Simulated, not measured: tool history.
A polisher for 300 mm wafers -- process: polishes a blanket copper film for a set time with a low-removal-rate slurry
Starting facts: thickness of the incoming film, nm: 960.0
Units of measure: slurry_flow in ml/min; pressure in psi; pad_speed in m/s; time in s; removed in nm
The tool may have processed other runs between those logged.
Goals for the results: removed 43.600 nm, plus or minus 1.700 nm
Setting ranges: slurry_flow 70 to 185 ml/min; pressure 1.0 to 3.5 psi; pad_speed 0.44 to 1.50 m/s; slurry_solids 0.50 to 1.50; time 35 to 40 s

run	hour	slurry_flow	pressure	pad_speed	slurry_solids	time	removed
1	0.0	120	2.2	0.96	1.00	40	75.540
2	2.1	140	2.2	0.96	1.00	40	79.169
3	8.6	130	1.9	0.96	1.00	40	67.877
4	15.6	130	1.9	0.96	1.00	40	68.123
5	17.8	130	1.9	0.96	1.00	35	60.251
6	24.4	125	1.7	0.96	1.00	35	52.524
7	28.2	125	1.7	0.96	1.00	35	52.450
8	34.0	115	1.7	0.96	1.00	35	51.754
9	35.0	105	1.7	0.96	1.00	35	49.943
10	37.4	100	1.7	0.96	1.00	35	49.844
11	46.2	95	1.7	0.96	1.00	35	48.909
12	54.2	90	1.7	0.96	1.00	35	48.920
13	62.8	85	1.7	0.96	1.00	35	46.941

Exactly one of the 4 candidate moves below puts every result within its allowed miss. Which one?
A	71.4	75	1.7	1.10	0.95	35	?
B	71.4	80	1.8	0.90	1.10	38	?
C	71.4	80	1.6	0.98	1.00	39	?
D	71.4	70	2.0	0.78	0.70	39	?

move	removed
A	50.226
B	49.879
C	48.805
D	43.345
A: lands further from the targets than the last run did
B: lands further from the targets than the last run did
C: lands further from the targets than the last run did
D: hits every target within its allowed miss
Go with D: it meets all targets.
